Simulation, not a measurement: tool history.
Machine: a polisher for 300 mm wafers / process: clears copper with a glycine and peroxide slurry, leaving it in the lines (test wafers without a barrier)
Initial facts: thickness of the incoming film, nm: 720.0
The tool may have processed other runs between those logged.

run  hour  flow of slurry (ml/min)  pressure of the wafer on the pad (kPa)  speed of the pad under the wafer (m/s)  overpolish time after the end point (s)  time until the end point was called (s)  dishing of a wide line in a test structure (angstrom)
  1     0                      185                                    21.4                                    1.14                                       14                                      126                                                 296.22
  2   5.9                      185                                    21.4                                    1.14                                       18                                   128.32                                                 311.15
  3   8.5                      185                                    21.4                                     1.4                                       18                                   109.62                                                  318.6
  4  16.5                      175                                    18.6                                    1.46                                       15                                   117.49                                                 299.35
     20.6  -- slurry nozzle cleaned
  5  20.6                      175                                    15.9                                    1.46                                       15                                   126.08                                                 294.69
  6  22.7                      165                                    14.5                                    1.48                                       13                                   131.85                                                 269.08
  7  23.5                      160                                    13.8                                    1.48                                       11                                   135.41                                                 253.42

Expected results for the next run?
  8  26.5                      160                                    11.7                                     1.5                                        5                                        ?                                                      ?

{"run 8": {"time until the end point was called (s)": 149.92, "dishing of a wide line in a test structure (angstrom)": 154.67}}
